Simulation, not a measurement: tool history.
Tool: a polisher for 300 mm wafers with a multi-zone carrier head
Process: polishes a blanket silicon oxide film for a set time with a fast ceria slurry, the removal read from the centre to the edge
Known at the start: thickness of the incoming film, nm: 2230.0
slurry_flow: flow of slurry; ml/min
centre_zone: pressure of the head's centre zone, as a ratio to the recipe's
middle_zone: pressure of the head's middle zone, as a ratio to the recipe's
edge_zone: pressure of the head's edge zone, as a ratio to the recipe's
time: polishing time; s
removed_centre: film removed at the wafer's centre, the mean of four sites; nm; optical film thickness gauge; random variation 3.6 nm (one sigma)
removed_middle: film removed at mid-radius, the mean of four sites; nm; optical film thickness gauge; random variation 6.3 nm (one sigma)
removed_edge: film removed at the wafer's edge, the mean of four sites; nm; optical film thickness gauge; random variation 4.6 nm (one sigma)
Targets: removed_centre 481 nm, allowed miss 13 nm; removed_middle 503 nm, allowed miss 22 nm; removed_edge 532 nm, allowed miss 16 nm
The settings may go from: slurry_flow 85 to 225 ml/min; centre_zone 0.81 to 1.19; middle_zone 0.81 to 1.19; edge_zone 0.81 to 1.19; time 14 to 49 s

run 1 hour=0 | slurry_flow=145 centre_zone=1 middle_zone=1 edge_zone=1 time=31 | removed_centre=405.71 removed_middle=416.17 removed_edge=420.49
run 2 hour=6.3 | slurry_flow=145 centre_zone=1.08 middle_zone=1 edge_zone=1 time=31 | removed_centre=437.29 removed_middle=404 removed_edge=417.73
run 3 hour=15.1 | slurry_flow=150 centre_zone=1.07 middle_zone=1 edge_zone=1.02 time=31 | removed_centre=435.34 removed_middle=414.14 removed_edge=422.38
run 4 hour=16.1 | slurry_flow=150 centre_zone=1.07 middle_zone=1 edge_zone=0.98 time=31 | removed_centre=433.21 removed_middle=414.14 removed_edge=421.27
-- hour=23.5 edge zone pressure recalibrated
run 5 hour=23.5 | slurry_flow=130 centre_zone=1.07 middle_zone=1 edge_zone=0.98 time=31 | removed_centre=427.12 removed_middle=402.38 removed_edge=406.33
run 6 hour=27.2 | slurry_flow=130 centre_zone=1.07 middle_zone=1 edge_zone=0.98 time=37 | removed_centre=511.06 removed_middle=503.4 removed_edge=474.11
run 7 hour=34.9 | slurry_flow=130 centre_zone=1.06 middle_zone=0.99 edge_zone=0.99 time=37 | removed_centre=502.02 removed_middle=479.31 removed_edge=488.53
run 8 hour=42.5 | slurry_flow=130 centre_zone=1.06 middle_zone=0.99 edge_zone=0.99 time=37 | removed_centre=504.73 removed_middle=480.85 removed_edge=481.63

5 next moves are on the table. One of them brings every result within its allowed miss. Which?
run A hour=50.1 | slurry_flow=175 centre_zone=0.87 middle_zone=0.88 edge_zone=1.06 time=41 | removed_centre=? removed_middle=? removed_edge=?
run B hour=50.1 | slurry_flow=120 centre_zone=0.84 middle_zone=0.84 edge_zone=1.12 time=42 | removed_centre=? removed_middle=? removed_edge=?
run C hour=50.1 | slurry_flow=165 centre_zone=0.97 middle_zone=0.99 edge_zone=1.14 time=37 | removed_centre=? removed_middle=? removed_edge=?
run D hour=50.1 | slurry_flow=145 centre_zone=1.08 middle_zone=0.89 edge_zone=1.11 time=38 | removed_centre=? removed_middle=? removed_edge=?
run E hour=50.1 | slurry_flow=170 centre_zone=0.98 middle_zone=0.87 edge_zone=1.18 time=37 | removed_centre=? removed_middle=? removed_edge=?

move=A removed_centre=478.77 removed_middle=504.69 removed_edge=565.34
move=B removed_centre=446.5 removed_middle=472.25 removed_edge=572.94
move=C removed_centre=476.7 removed_middle=498.38 removed_edge=524.43
move=D removed_centre=532.8 removed_middle=459.92 removed_edge=525.83
move=E removed_centre=483.22 removed_middle=449.16 removed_edge=535.69
A: takes the result that was furthest off past its target
B: takes the result that was furthest off past its target
C: meets every target
D: brings the result that was furthest off to its target, and leaves another outside
E: brings the result that was furthest off to its target, and leaves another outside
Move C is the one to make.
